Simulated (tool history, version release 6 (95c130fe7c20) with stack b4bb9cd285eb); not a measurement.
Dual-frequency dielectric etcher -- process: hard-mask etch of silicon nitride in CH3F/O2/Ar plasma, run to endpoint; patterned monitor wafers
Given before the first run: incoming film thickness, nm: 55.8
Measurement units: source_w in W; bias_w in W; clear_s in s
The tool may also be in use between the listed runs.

Run 1, hour 0.0: source_w 310 W, bias_w 76 W. Result: clear_s 95.948 s.
Run 2, hour 6.3: source_w 330 W, bias_w 79 W. Result: clear_s 90.986 s.
Run 3, hour 12.2: source_w 330 W, bias_w 72 W. Result: clear_s 95.757 s.
Run 4, hour 16.9: source_w 330 W, bias_w 60 W. Result: clear_s 102.310 s.
Run 5, hour 23.0: source_w 350 W, bias_w 64 W. Result: clear_s 97.332 s.
At hour 28.6: wet clean of the chamber.
Run 6, hour 28.6: source_w 360 W, bias_w 68 W. Result: clear_s 90.450 s.

Predict the results of run 7:
Run 7, hour 29.4: source_w 370 W, bias_w 69 W. Result: clear_s ?.

Run 7 produced clear_s 88.660 s.

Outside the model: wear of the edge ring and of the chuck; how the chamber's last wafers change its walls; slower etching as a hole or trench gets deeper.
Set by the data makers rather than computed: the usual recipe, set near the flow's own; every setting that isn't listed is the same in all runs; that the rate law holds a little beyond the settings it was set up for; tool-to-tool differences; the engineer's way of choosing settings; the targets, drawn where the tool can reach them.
